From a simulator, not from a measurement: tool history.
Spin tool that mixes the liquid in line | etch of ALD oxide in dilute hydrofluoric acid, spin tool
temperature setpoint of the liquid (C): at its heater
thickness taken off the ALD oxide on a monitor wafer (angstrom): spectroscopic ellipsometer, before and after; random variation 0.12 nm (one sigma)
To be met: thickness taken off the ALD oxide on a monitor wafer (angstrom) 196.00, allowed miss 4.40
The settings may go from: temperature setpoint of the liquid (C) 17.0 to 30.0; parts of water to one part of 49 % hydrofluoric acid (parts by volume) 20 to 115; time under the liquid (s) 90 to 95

run  hour  temperature setpoint of the liquid (C)  parts of water to one part of 49 % hydrofluoric acid (parts by volume)  time under the liquid (s)  thickness taken off the ALD oxide on a monitor wafer (angstrom)
  1   0.0                                    22.0                                                                      65                         90                                                           133.10
  2   6.2                                    22.0                                                                      65                         90                                                           132.93
  3  14.9                                    19.0                                                                      65                         90                                                           117.46
  4  17.3                                    17.0                                                                      65                         90                                                           107.43
  5  18.9                                    18.5                                                                      65                         90                                                           113.52
  6  24.9                                    20.0                                                                      65                         90                                                           121.25
  7  31.2                                    21.5                                                                      65                         90                                                           130.21
  8  37.0                                    22.5                                                                      65                         90                                                           136.46
     40.3  -- thermometer replaced
  9  40.3                                    23.5                                                                      65                         90                                                           151.81
 10  41.9                                    24.0                                                                      65                         90                                                           154.12
 11  48.7                                    24.5                                                                      65                         90                                                           155.55
 12  55.0                                    25.0                                                                      65                         90                                                           160.17
 13  57.7                                    25.5                                                                      65                         90                                                           163.47
 14  60.5                                    26.0                                                                      65                         90                                                           165.53

5 next moves are on the table. One of them brings every result within its allowed miss. Which?
  A  63.3                                    24.0                                                                      55                         90                                                                ?
  B  63.3                                    30.0                                                                      65                         90                                                                ?
  C  63.3                                    28.5                                                                      80                         90                                                                ?
  D  63.3                                    25.5                                                                      75                         95                                                                ?
  E  63.3                                    29.5                                                                      70                         95                                                                ?

move  thickness taken off the ALD oxide on a monitor wafer (angstrom)
   A                                                           184.49
   B                                                           195.49
   C                                                           146.65
   D                                                           147.78
   E                                                           186.55
A: nearer than the last run, and not there yet
B: meets every target
C: further off than the last run
D: further off than the last run
E: nearer than the last run, and not there yet
Move B is the one to make.
